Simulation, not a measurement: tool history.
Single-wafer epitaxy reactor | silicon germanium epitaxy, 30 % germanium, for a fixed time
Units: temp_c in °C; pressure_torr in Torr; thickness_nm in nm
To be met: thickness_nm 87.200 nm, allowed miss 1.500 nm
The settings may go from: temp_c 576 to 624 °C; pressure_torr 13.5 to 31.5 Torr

| run | hour | temp_c | pressure_torr | thickness_nm |
|---|---|---|---|---|
| 1 | 0.0 | 600 | 22.5 | 62.080 |
| 2 | 8.7 | 600 | 25.3 | 64.634 |
| 3 | 11.4 | 603 | 25.4 | 68.467 |
| 4 | 19.9 | 599 | 25.4 | 63.730 |
| 5 | 24.9 | 592 | 25.4 | 57.173 |
| 6 | 29.8 | 596 | 25.5 | 61.118 |
| 7 | 32.7 | 596 | 25.5 | 61.075 |
| 8 | 34.9 | 599 | 25.6 | 63.788 |
| 9 | 36.8 | 599 | 25.6 | 63.891 |
| 10 | 38.1 | 602 | 25.7 | 67.743 |
| 11 | 42.7 | 604 | 25.7 | 68.746 |
| 12 | 51.6 | 607 | 25.8 | 72.523 |
| 13 | 59.0 | 609 | 25.8 | 75.314 |
| 14 | 61.5 | 610 | 25.8 | 77.059 |
| 15 | 62.6 | 610 | 25.8 | 76.744 |
| 16 | 67.9 | 611 | 25.8 | 78.021 |

Which of these 4 next moves meets every target?
| A | 73.2 | 619 | 27.7 | ? |
| B | 73.2 | 618 | 28.7 | ? |
| C | 73.2 | 617 | 26.9 | ? |
| D | 73.2 | 623 | 24.0 | ? |

| move | thickness_nm |
|---|---|
| A | 89.833 |
| B | 89.555 |
| C | 86.180 |
| D | 90.927 |
A: takes the result that was furthest off past its target
B: takes the result that was furthest off past its target
C: meets every target
D: takes the result that was furthest off past its target
Move C is the one to make.
